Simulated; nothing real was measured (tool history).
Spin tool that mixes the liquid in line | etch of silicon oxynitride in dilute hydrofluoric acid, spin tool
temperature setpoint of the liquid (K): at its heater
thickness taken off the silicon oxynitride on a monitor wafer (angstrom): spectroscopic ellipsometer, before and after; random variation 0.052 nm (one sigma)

run,day,temperature setpoint of the liquid (K),parts of water to one part of 49 % hydrofluoric acid (parts by volume),time under the liquid (s),thickness taken off the silicon oxynitride on a monitor wafer (angstrom)
1,0,297.15,300,270,13.319
2,0.142,294.65,300,270,12.096
3,0.296,292.15,300,270,10.629
4,0.333,292.15,210,270,16.003
5,0.683,293.15,205,270,17.474
6,0.779,293.15,205,290,18.709

Run 7 comes next. What will it give?
7,1.121,293.15,205,290,?

Run 7 gave thickness taken off the silicon oxynitride on a monitor wafer (angstrom) 18.319.
